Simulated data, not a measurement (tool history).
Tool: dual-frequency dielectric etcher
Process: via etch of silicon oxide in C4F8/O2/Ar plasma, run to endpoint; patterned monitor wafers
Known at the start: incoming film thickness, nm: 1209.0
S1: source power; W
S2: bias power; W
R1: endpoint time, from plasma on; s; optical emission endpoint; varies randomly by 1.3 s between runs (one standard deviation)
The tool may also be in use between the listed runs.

run	hour	S1	S2	R1
1	0	2100	1960	215.29
2	5	2170	1987	209.82
3	6.7	2170	1704	214.72
4	9.2	2240	1724	210.48
5	14.8	2290	1738	209.39
# hour 17.8: source power generator calibrated
6	17.8	2290	1862	206.2

Expected results for the next run?
7	24.7	2330	1874	?

R1: 204.09 s

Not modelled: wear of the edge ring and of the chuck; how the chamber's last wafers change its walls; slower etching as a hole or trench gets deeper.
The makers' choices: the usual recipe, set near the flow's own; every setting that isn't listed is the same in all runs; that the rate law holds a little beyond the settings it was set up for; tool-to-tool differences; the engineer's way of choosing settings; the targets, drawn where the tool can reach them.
